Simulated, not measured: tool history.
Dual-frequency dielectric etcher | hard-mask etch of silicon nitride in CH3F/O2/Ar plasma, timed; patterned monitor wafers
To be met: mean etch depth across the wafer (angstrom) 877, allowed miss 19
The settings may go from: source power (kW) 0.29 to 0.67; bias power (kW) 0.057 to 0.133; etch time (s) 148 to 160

run  hour  source power (kW)  bias power (kW)  etch time (s)  mean etch depth across the wafer (angstrom)
  1     0               0.48            0.095            160                                         1318
  2   4.8                0.4            0.095            160                                       1214.4
  3   8.7                0.4            0.085            160                                       1144.5
  4  15.9                0.4            0.085            160                                       1128.1
  5  21.2                0.4            0.085            160                                       1124.1
  6  24.7               0.37            0.078          159.5                                       1036.2
  7  26.6               0.35            0.074            159                                        973.4
  8  32.8               0.33            0.072            159                                        914.7
  9  33.7               0.32            0.072            159                                       895.55
 10  39.6               0.32            0.072            159                                       906.34
 11  48.4               0.29            0.068          158.5                                        816.8
 12  52.7               0.34            0.069          158.5                                       901.18

Which of these 5 next moves meets every target?
  A    57               0.33            0.071          153.5                                            ?
  B    57               0.43            0.061          155.5                                            ?
  C    57               0.32            0.079            154                                            ?
  D    57                0.4            0.067          154.5                                            ?
  E    57               0.38            0.065            160                                            ?

move  mean etch depth across the wafer (angstrom)
   A                                       873.85
   B                                       922.46
   C                                       923.69
   D                                       940.92
   E                                       928.23
A: meets every target
B: further off than the last run
C: further off than the last run
D: further off than the last run
E: further off than the last run
Move A is the one to make.

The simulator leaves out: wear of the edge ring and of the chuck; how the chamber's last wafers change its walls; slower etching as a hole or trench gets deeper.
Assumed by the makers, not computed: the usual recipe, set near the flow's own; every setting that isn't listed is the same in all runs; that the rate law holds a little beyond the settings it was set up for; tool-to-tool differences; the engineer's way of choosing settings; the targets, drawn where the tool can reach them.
